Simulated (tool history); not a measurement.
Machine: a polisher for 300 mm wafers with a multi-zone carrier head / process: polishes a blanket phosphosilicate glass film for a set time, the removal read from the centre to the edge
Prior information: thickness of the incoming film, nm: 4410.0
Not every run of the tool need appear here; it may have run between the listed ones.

run	hour	flow of slurry (ml/min)	pressure of the head's centre zone	pressure of the head's middle zone	pressure of the head's edge zone	abrasive content of the slurry	polishing time (s)	film removed at the wafer's centre (nm)	film removed at mid-radius (nm)	film removed at the wafer's edge (nm)
1	0.0	190	1.00	1.00	1.00	1.00	50	364.53	381.42	369.35
2	3.0	190	1.00	1.00	1.00	1.10	50	378.03	397.13	395.44
3	6.4	190	1.00	1.00	1.08	1.10	50	381.18	390.76	402.22
4	8.1	190	1.00	0.93	1.08	1.10	50	386.29	375.24	407.50
5	12.2	215	1.00	0.93	1.08	1.10	50	394.98	372.05	412.41
6	18.5	215	1.01	0.98	1.08	1.25	53	442.94	450.96	457.49
7	25.3	215	1.01	0.97	1.09	1.35	56	498.59	486.69	510.27

What does the tool deliver on the next run?
8	28.2	245	1.00	1.07	1.18	1.50	59	?	?	?

{"run 8": {"film removed at the wafer's centre (nm)": 564.09, "film removed at mid-radius (nm)": 601.69, "film removed at the wafer's edge (nm)": 593.44}}
